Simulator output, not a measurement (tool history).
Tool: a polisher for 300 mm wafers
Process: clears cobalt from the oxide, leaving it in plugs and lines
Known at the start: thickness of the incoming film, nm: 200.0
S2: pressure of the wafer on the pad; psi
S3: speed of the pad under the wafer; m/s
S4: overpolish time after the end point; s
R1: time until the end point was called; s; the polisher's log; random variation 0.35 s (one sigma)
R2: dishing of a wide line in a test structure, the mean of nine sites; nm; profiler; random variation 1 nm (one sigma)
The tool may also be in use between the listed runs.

{"run": 1, "day": 0.0, "flow of slurry (ml/min)": 270, "S2": 1.5, "S3": 1.26, "S4": 16, "R1": 50.971, "R2": 40.039}
{"run": 2, "day": 0.362, "flow of slurry (ml/min)": 275, "S2": 1.7, "S3": 1.26, "S4": 16, "R1": 45.703, "R2": 41.885}
{"run": 3, "day": 0.558, "flow of slurry (ml/min)": 215, "S2": 1.7, "S3": 1.26, "S4": 16, "R1": 46.823, "R2": 38.969}
{"run": 4, "day": 0.758, "flow of slurry (ml/min)": 215, "S2": 1.5, "S3": 1.26, "S4": 16, "R1": 52.203, "R2": 39.374}
{"day": 0.888, "done": "worn pad replaced by a new one"}
{"run": 5, "day": 0.888, "flow of slurry (ml/min)": 160, "S2": 1.5, "S3": 1.26, "S4": 16, "R1": 49.754, "R2": 39.716}
{"run": 6, "day": 0.996, "flow of slurry (ml/min)": 160, "S2": 1.5, "S3": 1.02, "S4": 16, "R1": 60.846, "R2": 34.906}
{"run": 7, "day": 1.183, "flow of slurry (ml/min)": 160, "S2": 1.6, "S3": 1.02, "S4": 17, "R1": 58.266, "R2": 38.21}
{"run": 8, "day": 1.496, "flow of slurry (ml/min)": 175, "S2": 2.0, "S3": 1.04, "S4": 13, "R1": 44.937, "R2": 37.84}

Run 9 comes next. What will it give?
{"run": 9, "day": 1.762, "flow of slurry (ml/min)": 175, "S2": 2.1, "S3": 1.04, "S4": 15, "R1": "?", "R2": "?"}

R1: 43.188 s
R2: 40.928 nm
